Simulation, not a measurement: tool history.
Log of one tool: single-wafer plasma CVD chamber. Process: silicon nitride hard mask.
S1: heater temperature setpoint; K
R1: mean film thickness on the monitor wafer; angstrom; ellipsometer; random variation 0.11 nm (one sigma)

run 1 day=0 | S1=678.15 chamber_pressure_(Torr)=1.65 RF_power_(W)=265 deposition_time_(s)=29.8 | R1=298.65
run 2 day=0.358 | S1=689.15 chamber_pressure_(Torr)=1.65 RF_power_(W)=265 deposition_time_(s)=29.8 | R1=296.67
run 3 day=0.621 | S1=698.15 chamber_pressure_(Torr)=1.65 RF_power_(W)=265 deposition_time_(s)=29.8 | R1=292.94
run 4 day=0.938 | S1=698.15 chamber_pressure_(Torr)=1.53 RF_power_(W)=260 deposition_time_(s)=29.7 | R1=282.01
run 5 day=1.079 | S1=698.15 chamber_pressure_(Torr)=1.53 RF_power_(W)=260 deposition_time_(s)=29.8 | R1=283.4
run 6 day=1.333 | S1=691.15 chamber_pressure_(Torr)=1.53 RF_power_(W)=260 deposition_time_(s)=29.8 | R1=284.41
run 7 day=1.475 | S1=691.15 chamber_pressure_(Torr)=1.2 RF_power_(W)=240 deposition_time_(s)=29.6 | R1=245.62
run 8 day=1.521 | S1=691.15 chamber_pressure_(Torr)=1.24 RF_power_(W)=240 deposition_time_(s)=29.6 | R1=246.83

The next listed run, before its measurement:
run 9 day=1.708 | S1=691.15 chamber_pressure_(Torr)=1.28 RF_power_(W)=240 deposition_time_(s)=29.6 | R1=?

R1: 250.86 angstrom
